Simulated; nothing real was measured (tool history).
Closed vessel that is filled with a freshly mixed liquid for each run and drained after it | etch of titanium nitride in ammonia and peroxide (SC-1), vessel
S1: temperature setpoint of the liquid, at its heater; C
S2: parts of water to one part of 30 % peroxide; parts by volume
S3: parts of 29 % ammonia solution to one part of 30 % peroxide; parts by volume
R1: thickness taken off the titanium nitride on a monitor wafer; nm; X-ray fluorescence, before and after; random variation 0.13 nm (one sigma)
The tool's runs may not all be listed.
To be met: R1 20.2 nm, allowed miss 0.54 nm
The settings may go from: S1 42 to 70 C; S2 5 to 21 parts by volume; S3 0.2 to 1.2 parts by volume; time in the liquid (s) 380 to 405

{"run": 1, "hour": 0.0, "S1": 58, "S2": 11.5, "S3": 0.9, "time in the liquid (s)": 380, "R1": 30.282}
{"run": 2, "hour": 2.4, "S1": 56.5, "S2": 11.5, "S3": 0.9, "time in the liquid (s)": 380, "R1": 27.325}
{"run": 3, "hour": 10.9, "S1": 55.5, "S2": 11.5, "S3": 0.9, "time in the liquid (s)": 380, "R1": 25.081}
{"run": 4, "hour": 16.7, "S1": 61, "S2": 11.5, "S3": 0.9, "time in the liquid (s)": 380, "R1": 36.397}
{"run": 5, "hour": 18.5, "S1": 61, "S2": 11.5, "S3": 1.05, "time in the liquid (s)": 380, "R1": 37.276}
{"run": 6, "hour": 27.0, "S1": 58.5, "S2": 11.5, "S3": 1.05, "time in the liquid (s)": 380, "R1": 31.612}
{"run": 7, "hour": 28.7, "S1": 56.5, "S2": 11.5, "S3": 1.05, "time in the liquid (s)": 380, "R1": 27.788}
{"run": 8, "hour": 33.2, "S1": 55, "S2": 11.5, "S3": 1.05, "time in the liquid (s)": 380, "R1": 25.216}

Which of these 5 next moves meets every target?
{"run": "A", "hour": 37.7, "S1": 55.5, "S2": 13, "S3": 0.95, "time in the liquid (s)": 380, "R1": "?"}
{"run": "B", "hour": 37.7, "S1": 52, "S2": 12, "S3": 1.15, "time in the liquid (s)": 380, "R1": "?"}
{"run": "C", "hour": 37.7, "S1": 54.5, "S2": 12, "S3": 1, "time in the liquid (s)": 380, "R1": "?"}
{"run": "D", "hour": 37.7, "S1": 49.5, "S2": 11, "S3": 1, "time in the liquid (s)": 380, "R1": "?"}
{"run": "E", "hour": 37.7, "S1": 59, "S2": 11.5, "S3": 0.9, "time in the liquid (s)": 405, "R1": "?"}

move=A R1=23.852
move=B R1=20.182
move=C R1=23.429
move=D R1=17.362
move=E R1=33.911
A: nearer than the last run, and not there yet
B: meets every target
C: nearer than the last run, and not there yet
D: takes the result that was furthest off past its target
E: further off than the last run
Answer: B
